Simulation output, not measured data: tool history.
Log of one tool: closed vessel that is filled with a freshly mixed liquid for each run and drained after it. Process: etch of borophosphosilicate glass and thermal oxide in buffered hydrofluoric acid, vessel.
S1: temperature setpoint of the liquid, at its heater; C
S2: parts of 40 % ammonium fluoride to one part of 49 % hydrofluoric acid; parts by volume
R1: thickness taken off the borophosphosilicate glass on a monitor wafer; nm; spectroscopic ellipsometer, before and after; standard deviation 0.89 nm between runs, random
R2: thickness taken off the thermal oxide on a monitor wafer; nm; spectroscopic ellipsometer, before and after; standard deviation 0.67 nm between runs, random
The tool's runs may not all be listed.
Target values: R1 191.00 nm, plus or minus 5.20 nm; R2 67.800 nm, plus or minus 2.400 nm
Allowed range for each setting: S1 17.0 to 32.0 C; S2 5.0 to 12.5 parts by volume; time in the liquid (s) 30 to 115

run 1 day=0.000 | S1=24.0 S2=7.5 time_in_the_liquid_(s)=60 | R1=263.91 R2=94.132
run 2 day=0.067 | S1=24.0 S2=7.5 time_in_the_liquid_(s)=80 | R1=351.56 R2=125.800
run 3 day=0.142 | S1=22.0 S2=8.0 time_in_the_liquid_(s)=80 | R1=291.98 R2=104.370
run 4 day=0.429 | S1=24.5 S2=8.0 time_in_the_liquid_(s)=80 | R1=331.92 R2=119.020
run 5 day=0.617 | S1=22.0 S2=8.5 time_in_the_liquid_(s)=80 | R1=272.71 R2=97.950
run 6 day=0.775 | S1=22.0 S2=7.0 time_in_the_liquid_(s)=80 | R1=340.55 R2=119.090
run 7 day=0.871 | S1=20.5 S2=7.5 time_in_the_liquid_(s)=80 | R1=288.98 R2=100.840
run 8 day=1.196 | S1=19.5 S2=8.0 time_in_the_liquid_(s)=80 | R1=254.94 R2=90.698
run 9 day=1.446 | S1=18.5 S2=8.5 time_in_the_liquid_(s)=80 | R1=226.91 R2=79.538

Consider the 5 candidate settings below. Which is the only one whose results all fall within their allowed miss of target?
run A day=1.696 | S1=18.0 S2=8.5 time_in_the_liquid_(s)=70 | R1=? R2=?
run B day=1.696 | S1=17.5 S2=8.5 time_in_the_liquid_(s)=95 | R1=? R2=?
run C day=1.696 | S1=25.0 S2=11.0 time_in_the_liquid_(s)=55 | R1=? R2=?
run D day=1.696 | S1=17.0 S2=8.5 time_in_the_liquid_(s)=70 | R1=? R2=?
run E day=1.696 | S1=20.5 S2=11.0 time_in_the_liquid_(s)=70 | R1=? R2=?

move=A R1=190.54 R2=68.199
move=B R1=251.45 R2=89.963
move=C R1=175.60 R2=63.310
move=D R1=180.15 R2=64.426
move=E R1=174.99 R2=62.912
A: every result within its allowed miss
B: its largest miss is bigger than the last run's
C: pushes the last run's worst result past its target
D: pushes the last run's worst result past its target
E: pushes the last run's worst result past its target
A meets every target.
